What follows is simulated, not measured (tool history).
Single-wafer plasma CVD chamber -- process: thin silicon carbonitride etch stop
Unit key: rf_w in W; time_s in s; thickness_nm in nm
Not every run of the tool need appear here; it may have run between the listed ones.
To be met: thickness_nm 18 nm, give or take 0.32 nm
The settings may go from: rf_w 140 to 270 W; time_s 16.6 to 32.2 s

run,hour,rf_w,time_s,thickness_nm
1,0,205,24.4,13.727
2,3.4,180,24.4,13.156
3,10.5,180,25.8,13.894
4,11.2,205,27,15.087
5,18.4,175,27,14.271
6,20.9,175,23.6,12.503
7,26.5,200,25.3,14.125
# hour 32.5: RF generator calibrated
8,32.5,220,26.4,15.291
9,40.7,235,27.1,16.038
10,44.7,245,27.7,16.781

Consider the 4 candidate settings below. Which is the only one whose results all fall within their allowed miss of target?
A,48.7,250,30.9,?
B,48.7,255,27.8,?
C,48.7,235,30,?
D,48.7,270,30.5,?

move,thickness_nm
A,18.903
B,17.108
C,18.015
D,19.095
A: takes the biggest miss from the last run beyond its target
B: nearer the targets than the last run, but a result is still out of spec
C: meets every target
D: takes the biggest miss from the last run beyond its target
C is the move that brings every result within its allowed miss.

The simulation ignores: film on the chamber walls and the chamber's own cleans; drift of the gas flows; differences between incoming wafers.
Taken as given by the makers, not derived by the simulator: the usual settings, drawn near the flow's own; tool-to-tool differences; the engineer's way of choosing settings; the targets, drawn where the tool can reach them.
